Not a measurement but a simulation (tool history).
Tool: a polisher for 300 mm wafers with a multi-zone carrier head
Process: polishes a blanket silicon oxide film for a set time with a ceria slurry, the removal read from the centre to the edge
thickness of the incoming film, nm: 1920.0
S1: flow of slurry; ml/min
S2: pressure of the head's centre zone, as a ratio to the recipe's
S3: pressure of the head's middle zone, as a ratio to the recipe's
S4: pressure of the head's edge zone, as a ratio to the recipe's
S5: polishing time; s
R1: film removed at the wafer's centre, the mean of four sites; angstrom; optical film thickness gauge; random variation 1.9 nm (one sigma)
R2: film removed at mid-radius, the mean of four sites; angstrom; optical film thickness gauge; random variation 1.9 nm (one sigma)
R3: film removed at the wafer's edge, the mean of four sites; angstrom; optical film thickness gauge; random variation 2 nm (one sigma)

{"run": 1, "hour": 0.0, "S1": 205, "S2": 1, "S3": 1, "S4": 1, "S5": 41, "R1": 1111.8, "R2": 1100.9, "R3": 1120}
{"run": 2, "hour": 6.7, "S1": 205, "S2": 1, "S3": 1, "S4": 1, "S5": 34, "R1": 924.82, "R2": 916.41, "R3": 925.25}
{"run": 3, "hour": 11.5, "S1": 205, "S2": 1, "S3": 0.94, "S4": 1, "S5": 34, "R1": 927.8, "R2": 854.23, "R3": 936.2}
{"run": 4, "hour": 12.8, "S1": 205, "S2": 1, "S3": 0.94, "S4": 1.04, "S5": 34, "R1": 905.75, "R2": 868.11, "R3": 939.86}
{"run": 5, "hour": 16.3, "S1": 205, "S2": 1, "S3": 1.01, "S4": 1.04, "S5": 34, "R1": 930.49, "R2": 922.65, "R3": 930.3}
{"run": 6, "hour": 23.0, "S1": 205, "S2": 1, "S3": 1.01, "S4": 1.08, "S5": 34, "R1": 919.88, "R2": 941.91, "R3": 947.02}

The next listed run, before its measurement:
{"run": 7, "hour": 24.6, "S1": 205, "S2": 1, "S3": 1.01, "S4": 1.08, "S5": 34, "R1": "?", "R2": "?", "R3": "?"}

Run 7 gave R1 928.55 angstrom, R2 913.27 angstrom, R3 950.47 angstrom.
